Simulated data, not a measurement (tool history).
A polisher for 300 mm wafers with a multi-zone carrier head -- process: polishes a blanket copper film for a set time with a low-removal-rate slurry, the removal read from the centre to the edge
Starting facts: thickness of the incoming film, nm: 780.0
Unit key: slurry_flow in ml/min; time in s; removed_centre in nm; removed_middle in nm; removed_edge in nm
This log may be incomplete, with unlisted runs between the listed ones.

Run 1, hour 0.0: slurry_flow 230 ml/min, centre_zone 1.00, middle_zone 1.00, edge_zone 1.00, slurry_solids 1.00, time 48 s. Result: removed_centre 187.38 nm, removed_middle 204.74 nm, removed_edge 205.83 nm.
Run 2, hour 7.0: slurry_flow 230 ml/min, centre_zone 1.01, middle_zone 0.99, edge_zone 1.03, slurry_solids 1.10, time 50 s. Result: removed_centre 199.19 nm, removed_middle 214.46 nm, removed_edge 219.60 nm.
Run 3, hour 11.8: slurry_flow 230 ml/min, centre_zone 1.01, middle_zone 0.98, edge_zone 1.05, slurry_solids 1.15, time 52 s. Result: removed_centre 211.65 nm, removed_middle 230.19 nm, removed_edge 235.37 nm.
Run 4, hour 12.8: slurry_flow 230 ml/min, centre_zone 1.05, middle_zone 0.98, edge_zone 1.05, slurry_solids 1.15, time 52 s. Result: removed_centre 222.94 nm, removed_middle 225.86 nm, removed_edge 236.48 nm.
Run 5, hour 21.7: slurry_flow 275 ml/min, centre_zone 1.05, middle_zone 0.98, edge_zone 1.05, slurry_solids 1.15, time 52 s. Result: removed_centre 230.21 nm, removed_middle 228.93 nm, removed_edge 240.15 nm.
Run 6, hour 25.9: slurry_flow 275 ml/min, centre_zone 1.05, middle_zone 0.98, edge_zone 1.05, slurry_solids 1.00, time 52 s. Result: removed_centre 221.06 nm, removed_middle 225.79 nm, removed_edge 230.44 nm.
Run 7, hour 26.8: slurry_flow 275 ml/min, centre_zone 1.04, middle_zone 0.97, edge_zone 1.07, slurry_solids 1.10, time 53 s. Result: removed_centre 229.25 nm, removed_middle 228.60 nm, removed_edge 247.39 nm.
Run 8, hour 28.5: slurry_flow 280 ml/min, centre_zone 1.04, middle_zone 0.98, edge_zone 1.09, slurry_solids 1.15, time 53 s. Result: removed_centre 236.61 nm, removed_middle 238.37 nm, removed_edge 250.80 nm.
Run 9, hour 35.1: slurry_flow 280 ml/min, centre_zone 1.03, middle_zone 0.97, edge_zone 1.10, slurry_solids 1.20, time 54 s. Result: removed_centre 234.44 nm, removed_middle 245.44 nm, removed_edge 255.79 nm.
Run 10, hour 38.2: slurry_flow 275 ml/min, centre_zone 1.03, middle_zone 0.95, edge_zone 1.11, slurry_solids 1.25, time 55 s. Result: removed_centre 244.61 nm, removed_middle 246.04 nm, removed_edge 266.18 nm.
Run 11, hour 46.0: slurry_flow 275 ml/min, centre_zone 1.03, middle_zone 0.94, edge_zone 1.12, slurry_solids 1.30, time 55 s. Result: removed_centre 243.03 nm, removed_middle 243.88 nm, removed_edge 272.60 nm.
Run 12, hour 46.7: slurry_flow 275 ml/min, centre_zone 1.03, middle_zone 0.94, edge_zone 1.13, slurry_solids 1.35, time 55 s. Result: removed_centre 248.28 nm, removed_middle 250.61 nm, removed_edge 277.90 nm.
Run 13, hour 55.0: slurry_flow 275 ml/min, centre_zone 1.03, middle_zone 0.94, edge_zone 1.14, slurry_solids 1.40, time 55 s. Result: removed_centre 256.20 nm, removed_middle 242.63 nm, removed_edge 279.58 nm.
Run 14, hour 62.1: slurry_flow 275 ml/min, centre_zone 1.02, middle_zone 0.95, edge_zone 1.15, slurry_solids 1.40, time 55 s. Result: removed_centre 246.59 nm, removed_middle 260.00 nm, removed_edge 280.37 nm.
Run 15, hour 66.7: slurry_flow 275 ml/min, centre_zone 1.02, middle_zone 0.95, edge_zone 1.16, slurry_solids 1.40, time 55 s. Result: removed_centre 246.66 nm, removed_middle 253.73 nm, removed_edge 280.61 nm.
Run 16, hour 67.6: slurry_flow 275 ml/min, centre_zone 1.02, middle_zone 0.95, edge_zone 1.16, slurry_solids 1.40, time 55 s. Result: removed_centre 247.84 nm, removed_middle 255.01 nm, removed_edge 279.36 nm.
Run 17, hour 73.8: slurry_flow 280 ml/min, centre_zone 1.02, middle_zone 0.95, edge_zone 1.17, slurry_solids 1.40, time 55 s. Result: removed_centre 246.71 nm, removed_middle 255.29 nm, removed_edge 287.50 nm.
Run 18, hour 81.1: slurry_flow 285 ml/min, centre_zone 1.03, middle_zone 0.95, edge_zone 1.17, slurry_solids 1.40, time 55 s. Result: removed_centre 247.04 nm, removed_middle 256.20 nm, removed_edge 284.15 nm.
Run 19, hour 83.2: slurry_flow 290 ml/min, centre_zone 1.04, middle_zone 0.95, edge_zone 1.18, slurry_solids 1.45, time 55 s. Result: removed_centre 260.19 nm, removed_middle 258.66 nm, removed_edge 292.90 nm.
At hour 88.2: centre zone pressure recalibrated.
Run 20, hour 88.2: slurry_flow 295 ml/min, centre_zone 1.04, middle_zone 0.96, edge_zone 1.19, slurry_solids 1.45, time 55 s. Result: removed_centre 283.30 nm, removed_middle 262.61 nm, removed_edge 291.97 nm.

What does the tool deliver on the next run?
Run 21, hour 90.2: slurry_flow 290 ml/min, centre_zone 1.04, middle_zone 0.96, edge_zone 1.19, slurry_solids 1.45, time 55 s. Result: removed_centre ?, removed_middle ?, removed_edge ?.

removed_centre: 271.28 nm
removed_middle: 253.96 nm
removed_edge: 291.37 nm
